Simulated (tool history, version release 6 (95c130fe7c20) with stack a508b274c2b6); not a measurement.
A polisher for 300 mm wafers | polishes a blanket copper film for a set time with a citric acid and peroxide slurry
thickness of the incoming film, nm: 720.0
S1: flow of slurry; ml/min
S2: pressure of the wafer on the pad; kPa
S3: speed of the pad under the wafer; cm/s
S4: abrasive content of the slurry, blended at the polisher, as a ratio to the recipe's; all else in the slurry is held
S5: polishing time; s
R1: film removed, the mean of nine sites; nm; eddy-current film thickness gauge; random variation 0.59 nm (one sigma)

Run 1, hour 0.0: S1 245 ml/min, S2 19.3 kPa, S3 120 cm/s, S4 1.0, S5 26 s. Result: R1 62.288 nm.
Run 2, hour 2.4: S1 245 ml/min, S2 17.2 kPa, S3 120 cm/s, S4 1.0, S5 26 s. Result: R1 55.291 nm.
Run 3, hour 3.4: S1 190 ml/min, S2 17.2 kPa, S3 120 cm/s, S4 1.0, S5 26 s. Result: R1 53.519 nm.
Run 4, hour 9.1: S1 145 ml/min, S2 17.2 kPa, S3 120 cm/s, S4 1.0, S5 26 s. Result: R1 50.042 nm.
Run 5, hour 13.8: S1 145 ml/min, S2 17.2 kPa, S3 120 cm/s, S4 0.8, S5 26 s. Result: R1 46.711 nm.
At hour 20.0: slurry nozzle cleaned.
Run 6, hour 20.0: S1 145 ml/min, S2 17.2 kPa, S3 120 cm/s, S4 0.8, S5 26 s. Result: R1 49.623 nm.
Run 7, hour 26.3: S1 145 ml/min, S2 16.5 kPa, S3 120 cm/s, S4 0.8, S5 26 s. Result: R1 46.229 nm.

Forecast run 8:
Run 8, hour 34.6: S1 145 ml/min, S2 15.9 kPa, S3 120 cm/s, S4 0.8, S5 26 s. Result: R1 ?.

{"run 8": {"R1": 45.328}}

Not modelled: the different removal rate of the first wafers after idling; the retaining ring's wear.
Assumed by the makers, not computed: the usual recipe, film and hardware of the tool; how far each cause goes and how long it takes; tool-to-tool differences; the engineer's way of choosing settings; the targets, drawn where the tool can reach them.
